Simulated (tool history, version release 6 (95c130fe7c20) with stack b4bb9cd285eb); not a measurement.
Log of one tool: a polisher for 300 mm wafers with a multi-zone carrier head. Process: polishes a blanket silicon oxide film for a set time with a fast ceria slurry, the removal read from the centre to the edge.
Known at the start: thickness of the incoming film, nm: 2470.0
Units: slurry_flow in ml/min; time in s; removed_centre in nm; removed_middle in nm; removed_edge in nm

{"run": 1, "hour": 0.0, "slurry_flow": 135, "centre_zone": 1.0, "middle_zone": 1.0, "edge_zone": 1.0, "time": 43, "removed_centre": 440.44, "removed_middle": 440.74, "removed_edge": 458.5}
{"run": 2, "hour": 9.0, "slurry_flow": 150, "centre_zone": 0.98, "middle_zone": 1.03, "edge_zone": 1.06, "time": 43, "removed_centre": 437.57, "removed_middle": 458.53, "removed_edge": 472.89}
{"run": 3, "hour": 16.5, "slurry_flow": 150, "centre_zone": 0.98, "middle_zone": 1.03, "edge_zone": 1.13, "time": 43, "removed_centre": 444.46, "removed_middle": 458.15, "removed_edge": 497.69}
{"run": 4, "hour": 21.9, "slurry_flow": 160, "centre_zone": 0.97, "middle_zone": 1.06, "edge_zone": 1.15, "time": 44, "removed_centre": 453.78, "removed_middle": 491.33, "removed_edge": 513.18}
{"run": 5, "hour": 24.3, "slurry_flow": 160, "centre_zone": 0.97, "middle_zone": 1.06, "edge_zone": 1.15, "time": 39, "removed_centre": 403.91, "removed_middle": 431.98, "removed_edge": 457.17}
{"run": 6, "hour": 26.8, "slurry_flow": 160, "centre_zone": 0.96, "middle_zone": 1.08, "edge_zone": 1.16, "time": 41, "removed_centre": 415.46, "removed_middle": 460.33, "removed_edge": 481.29}

Run 7 comes next. What will it give?
{"run": 7, "hour": 31.8, "slurry_flow": 165, "centre_zone": 0.96, "middle_zone": 1.09, "edge_zone": 1.17, "time": 43, "removed_centre": "?", "removed_middle": "?", "removed_edge": "?"}

{"run 7": {"removed_centre": 436.34, "removed_middle": 485.37, "removed_edge": 508.62}}

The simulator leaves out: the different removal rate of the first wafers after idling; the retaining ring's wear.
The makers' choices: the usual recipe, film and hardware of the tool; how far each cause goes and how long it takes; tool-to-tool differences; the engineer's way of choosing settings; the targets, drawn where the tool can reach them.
